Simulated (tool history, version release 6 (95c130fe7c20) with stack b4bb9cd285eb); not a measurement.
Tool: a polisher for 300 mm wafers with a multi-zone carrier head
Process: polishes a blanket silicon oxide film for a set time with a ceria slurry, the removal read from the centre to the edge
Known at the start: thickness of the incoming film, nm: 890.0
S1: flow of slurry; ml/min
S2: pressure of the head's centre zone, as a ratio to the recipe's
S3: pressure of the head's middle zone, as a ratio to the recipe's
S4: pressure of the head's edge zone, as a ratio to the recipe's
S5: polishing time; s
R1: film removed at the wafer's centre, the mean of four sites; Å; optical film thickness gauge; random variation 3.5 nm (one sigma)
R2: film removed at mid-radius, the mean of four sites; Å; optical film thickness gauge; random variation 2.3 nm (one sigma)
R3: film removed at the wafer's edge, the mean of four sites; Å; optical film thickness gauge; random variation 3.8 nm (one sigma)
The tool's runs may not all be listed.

run    day   S1    S2    S3    S4  S5      R1      R2      R3
  1      0  225     1     1     1  56    1993  1972.5  2002.9
  2  0.221  225     1     1     1  44  1588.5    1523  1593.7
  3  0.392  225     1     1     1  36  1263.5    1242  1323.7
  4  0.446  225     1     1     1  30  1072.8  1047.7  1097.9
  5  0.579  235  1.04  1.02  1.03  38  1374.5  1332.6  1381.4
  6  0.771  235  1.04  1.08  1.03  38    1404  1381.6  1375.2

The next listed run, before its measurement:
  7  0.812  235  1.04  1.08  1.03  38   ?   ?   ?

Run 7 gave R1 1399.3 Å, R2 1369.4 Å, R3 1410.2 Å.
